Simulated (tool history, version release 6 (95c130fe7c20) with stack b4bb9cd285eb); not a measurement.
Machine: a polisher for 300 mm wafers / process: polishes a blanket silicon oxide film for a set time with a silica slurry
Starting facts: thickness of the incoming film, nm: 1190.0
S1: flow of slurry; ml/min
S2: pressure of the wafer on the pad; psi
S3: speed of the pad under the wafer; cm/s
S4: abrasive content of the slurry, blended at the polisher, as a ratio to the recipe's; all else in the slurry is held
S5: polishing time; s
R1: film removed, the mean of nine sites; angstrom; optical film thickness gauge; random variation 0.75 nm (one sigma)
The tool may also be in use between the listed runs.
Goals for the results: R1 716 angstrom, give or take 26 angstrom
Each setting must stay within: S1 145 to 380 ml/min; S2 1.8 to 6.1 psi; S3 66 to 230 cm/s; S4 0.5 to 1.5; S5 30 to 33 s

run	hour	S1	S2	S3	S4	S5	R1
1	0	245	3.9	146	1	33	1178.8
2	6.9	205	3.9	146	1	33	1160.1
3	11.5	165	3.9	146	1	33	1121.9
4	16.1	165	3.9	146	1	33	1117.1
5	24.1	165	3.5	146	1	33	1000
6	28.4	165	3.2	146	1	33	927.39
7	29.5	165	3.2	146	1	33	928.58
8	35	165	3	146	1	33	887.17
9	42.5	165	2.8	146	1	33	819.21
10	47.1	165	2.7	146	1	33	798.9
11	51.7	165	2.6	146	1	33	743.45

Below are 4 possible settings for the next run. Only one of them brings all results inside the allowed miss of their targets. Which is it?
A	56.3	145	3.1	128	0.95	33	?
B	56.3	145	2.7	142	1.15	33	?
C	56.3	255	2.8	138	0.9	30	?
D	56.3	185	2	162	1.3	30	?

move	R1
A	781.22
B	796.54
C	722.62
D	654.85
A: misses by more than the last run did
B: misses by more than the last run did
C: every result lands within tolerance
D: pushes the last run's worst result past its target
C meets every target.
